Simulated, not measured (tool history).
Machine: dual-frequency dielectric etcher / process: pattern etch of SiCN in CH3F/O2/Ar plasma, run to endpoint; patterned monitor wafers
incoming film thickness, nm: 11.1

| run | day | source power (kW) | bias power (kW) | endpoint time (s) |
|---|---|---|---|---|
| 1 | 0 | 0.54 | 0.075 | 27.283 |
| 2 | 0.346 | 0.55 | 0.076 | 27.1 |
| 3 | 0.721 | 0.5 | 0.076 | 27.906 |
| 4 | 1.062 | 0.52 | 0.077 | 27.162 |
| 5 | 1.246 | 0.54 | 0.078 | 26.888 |
| 6 | 1.525 | 0.54 | 0.088 | 26.227 |
| 7 | 1.679 | 0.55 | 0.089 | 25.751 |
| 8 | 1.946 | 0.56 | 0.089 | 25.772 |

Run 9, settings as shown, results not yet in. Your forecast:
| 9 | 2.242 | 0.57 | 0.089 | ? |

{"run 9": {"endpoint time (s)": 25.448}}
